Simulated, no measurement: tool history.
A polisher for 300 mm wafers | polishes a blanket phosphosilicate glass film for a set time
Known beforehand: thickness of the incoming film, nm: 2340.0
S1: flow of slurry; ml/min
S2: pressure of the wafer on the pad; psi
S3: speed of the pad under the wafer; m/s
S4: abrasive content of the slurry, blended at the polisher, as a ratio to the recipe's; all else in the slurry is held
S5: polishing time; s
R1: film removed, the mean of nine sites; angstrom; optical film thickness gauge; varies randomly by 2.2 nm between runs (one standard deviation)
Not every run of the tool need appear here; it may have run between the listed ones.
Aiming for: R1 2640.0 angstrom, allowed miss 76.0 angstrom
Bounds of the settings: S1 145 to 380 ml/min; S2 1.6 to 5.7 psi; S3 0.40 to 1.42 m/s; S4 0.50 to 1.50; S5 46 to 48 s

run 1 hour=0.0 | S1=245 S2=3.6 S3=0.90 S4=1.00 S5=46 | R1=4706.6
run 2 hour=5.1 | S1=240 S2=2.9 S3=0.90 S4=1.00 S5=46 | R1=3784.4
run 3 hour=7.3 | S1=235 S2=2.5 S3=0.90 S4=1.00 S5=46 | R1=3324.3
run 4 hour=12.7 | S1=235 S2=2.5 S3=0.90 S4=1.00 S5=46 | R1=3297.4
run 5 hour=18.1 | S1=230 S2=2.3 S3=0.90 S4=1.00 S5=46 | R1=3021.5
run 6 hour=22.4 | S1=230 S2=3.1 S3=0.90 S4=1.00 S5=46 | R1=4061.3
run 7 hour=25.0 | S1=230 S2=2.7 S3=0.90 S4=1.00 S5=46 | R1=3559.6
run 8 hour=33.4 | S1=230 S2=2.4 S3=0.90 S4=1.00 S5=46 | R1=3174.6
run 9 hour=38.6 | S1=230 S2=2.2 S3=0.90 S4=1.00 S5=46 | R1=2897.0
run 10 hour=40.1 | S1=230 S2=2.1 S3=0.90 S4=1.00 S5=46 | R1=2789.7
run 11 hour=47.0 | S1=230 S2=2.1 S3=0.90 S4=1.00 S5=46 | R1=2768.5

Next run, 4 choices. One meets every target within its allowed miss, the rest don't. Which?
run A hour=53.9 | S1=305 S2=2.3 S3=0.88 S4=0.80 S5=46 | R1=?
run B hour=53.9 | S1=185 S2=2.0 S3=0.80 S4=1.05 S5=48 | R1=?
run C hour=53.9 | S1=235 S2=1.9 S3=0.88 S4=1.00 S5=46 | R1=?
run D hour=53.9 | S1=185 S2=2.0 S3=0.90 S4=1.05 S5=46 | R1=?

move=A R1=2796.8
move=B R1=2513.8
move=C R1=2511.4
move=D R1=2647.1
A: the biggest miss grows against the last run
B: carries the result that was furthest off beyond its target, to the other side
C: carries the result that was furthest off beyond its target, to the other side
D: every result within its allowed miss
D meets every target.

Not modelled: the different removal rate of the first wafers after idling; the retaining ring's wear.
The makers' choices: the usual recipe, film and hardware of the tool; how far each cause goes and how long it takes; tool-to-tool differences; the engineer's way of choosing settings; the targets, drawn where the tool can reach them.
